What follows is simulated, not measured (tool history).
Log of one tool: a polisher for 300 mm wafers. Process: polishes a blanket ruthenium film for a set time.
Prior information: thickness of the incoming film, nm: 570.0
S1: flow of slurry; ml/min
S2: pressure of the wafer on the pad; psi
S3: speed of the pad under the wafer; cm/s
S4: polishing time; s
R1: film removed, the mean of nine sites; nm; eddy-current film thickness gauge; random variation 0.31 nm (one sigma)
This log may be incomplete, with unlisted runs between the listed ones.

Run 1, day 0: S1 220 ml/min, S2 2.4 psi, S3 98 cm/s, S4 44 s. Result: R1 50.279 nm.
Run 2, day 0.142: S1 195 ml/min, S2 2.4 psi, S3 98 cm/s, S4 44 s. Result: R1 49.978 nm.
Run 3, day 0.479: S1 195 ml/min, S2 2.4 psi, S3 120 cm/s, S4 44 s. Result: R1 59.319 nm.
Run 4, day 0.567: S1 195 ml/min, S2 2.8 psi, S3 120 cm/s, S4 44 s. Result: R1 70.864 nm.
Run 5, day 0.925: S1 195 ml/min, S2 2.8 psi, S3 138 cm/s, S4 44 s. Result: R1 79.469 nm.
Run 6, day 1.067: S1 190 ml/min, S2 2.3 psi, S3 116 cm/s, S4 42 s. Result: R1 52.941 nm.
Run 7, day 1.367: S1 185 ml/min, S2 1.9 psi, S3 102 cm/s, S4 41 s. Result: R1 38.745 nm.

What will run 8 give?
Run 8, day 1.6: S1 185 ml/min, S2 1.7 psi, S3 94 cm/s, S4 40 s. Result: R1 ?.

{"run 8": {"R1": 30.784}}
